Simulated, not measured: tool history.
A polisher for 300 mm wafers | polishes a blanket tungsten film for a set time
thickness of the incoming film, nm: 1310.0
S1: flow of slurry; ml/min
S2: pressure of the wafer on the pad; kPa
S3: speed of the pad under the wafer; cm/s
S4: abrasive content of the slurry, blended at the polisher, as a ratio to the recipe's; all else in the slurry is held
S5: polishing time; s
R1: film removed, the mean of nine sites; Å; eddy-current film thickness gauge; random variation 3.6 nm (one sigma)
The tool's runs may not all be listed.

run	hour	S1	S2	S3	S4	S5	R1
1	0	195	30.3	90	1	53	2209.6
2	7.4	195	30.3	90	0.8	53	2191.7
3	12.3	195	32.4	90	0.8	53	2236.6
4	19.6	195	35.2	90	0.8	53	2367.9
5	24	195	37.2	92	0.8	53	2450.4
6	27.6	195	38.6	94	0.8	53	2545.4
7	36.2	195	40	96	0.8	53	2625.5

Run 8 comes next. What will it give?
8	44.7	195	40	96	0.8	53	?

{"run 8": {"R1": 2749.6}}
